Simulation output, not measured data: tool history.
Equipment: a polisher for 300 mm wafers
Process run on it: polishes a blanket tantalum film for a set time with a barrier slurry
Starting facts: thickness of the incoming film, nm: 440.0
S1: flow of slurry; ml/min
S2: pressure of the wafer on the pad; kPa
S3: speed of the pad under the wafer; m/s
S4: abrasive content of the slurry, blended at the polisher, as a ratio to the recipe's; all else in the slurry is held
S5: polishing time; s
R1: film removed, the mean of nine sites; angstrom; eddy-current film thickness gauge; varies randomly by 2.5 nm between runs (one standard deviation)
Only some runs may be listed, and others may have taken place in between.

{"run": 1, "hour": 0.0, "S1": 180, "S2": 15.9, "S3": 1.3, "S4": 1, "S5": 90, "R1": 2164.9}
{"run": 2, "hour": 2.8, "S1": 190, "S2": 17.9, "S3": 1.3, "S4": 1, "S5": 90, "R1": 2373.3}
{"run": 3, "hour": 11.4, "S1": 190, "S2": 20, "S3": 1.3, "S4": 1, "S5": 90, "R1": 2604.2}
{"run": 4, "hour": 20.0, "S1": 190, "S2": 21.4, "S3": 1.3, "S4": 1, "S5": 90, "R1": 2702.3}
{"run": 5, "hour": 25.9, "S1": 195, "S2": 22.8, "S3": 1.32, "S4": 1, "S5": 90, "R1": 2906.3}
{"run": 6, "hour": 32.6, "S1": 195, "S2": 23.4, "S3": 1.32, "S4": 1, "S5": 90, "R1": 2957.5}

Estimate the outcome of run 7 from the log above:
{"run": 7, "hour": 38.6, "S1": 195, "S2": 24.1, "S3": 1.34, "S4": 1, "S5": 90, "R1": "?"}

Run 7 gave R1 3056.1 angstrom.
